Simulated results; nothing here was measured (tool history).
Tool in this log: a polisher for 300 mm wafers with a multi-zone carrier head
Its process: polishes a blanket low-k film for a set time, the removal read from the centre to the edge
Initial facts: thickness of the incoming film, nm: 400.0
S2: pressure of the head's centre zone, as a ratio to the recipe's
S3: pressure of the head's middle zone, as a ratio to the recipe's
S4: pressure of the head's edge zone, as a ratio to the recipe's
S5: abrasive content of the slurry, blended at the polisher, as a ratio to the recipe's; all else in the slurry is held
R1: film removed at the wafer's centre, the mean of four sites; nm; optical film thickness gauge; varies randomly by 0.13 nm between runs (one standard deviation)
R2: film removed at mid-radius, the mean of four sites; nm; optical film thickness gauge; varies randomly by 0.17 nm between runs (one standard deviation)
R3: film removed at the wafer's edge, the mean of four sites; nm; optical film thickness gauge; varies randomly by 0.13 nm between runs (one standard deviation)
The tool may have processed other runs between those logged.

run 1 hour=0.0 | flow_of_slurry_(ml/min)=205 S2=1.00 S3=1.00 S4=1.00 S5=1.00 polishing_time_(s)=34 | R1=13.957 R2=13.690 R3=13.900
run 2 hour=7.6 | flow_of_slurry_(ml/min)=205 S2=0.96 S3=1.00 S4=1.00 S5=1.00 polishing_time_(s)=34 | R1=13.234 R2=13.673 R3=13.654
run 3 hour=14.3 | flow_of_slurry_(ml/min)=215 S2=0.98 S3=1.00 S4=1.01 S5=1.00 polishing_time_(s)=34 | R1=13.872 R2=13.766 R3=13.701
run 4 hour=21.9 | flow_of_slurry_(ml/min)=215 S2=1.00 S3=1.00 S4=1.02 S5=1.00 polishing_time_(s)=34 | R1=13.997 R2=14.153 R3=14.218
run 5 hour=27.2 | flow_of_slurry_(ml/min)=215 S2=1.00 S3=0.93 S4=1.02 S5=1.00 polishing_time_(s)=34 | R1=13.987 R2=13.351 R3=13.780
run 6 hour=28.7 | flow_of_slurry_(ml/min)=190 S2=1.00 S3=0.93 S4=1.02 S5=1.00 polishing_time_(s)=34 | R1=13.625 R2=12.824 R3=13.935
run 7 hour=32.7 | flow_of_slurry_(ml/min)=200 S2=1.02 S3=0.93 S4=1.03 S5=1.00 polishing_time_(s)=34 | R1=14.263 R2=13.219 R3=13.762
run 8 hour=40.4 | flow_of_slurry_(ml/min)=195 S2=1.03 S3=0.92 S4=1.04 S5=1.05 polishing_time_(s)=34 | R1=14.366 R2=12.837 R3=14.115

Expected results for the next run?
run 9 hour=45.4 | flow_of_slurry_(ml/min)=195 S2=1.03 S3=0.92 S4=1.04 S5=1.05 polishing_time_(s)=34 | R1=? R2=? R3=?

R1: 14.373 nm
R2: 12.967 nm
R3: 14.232 nm
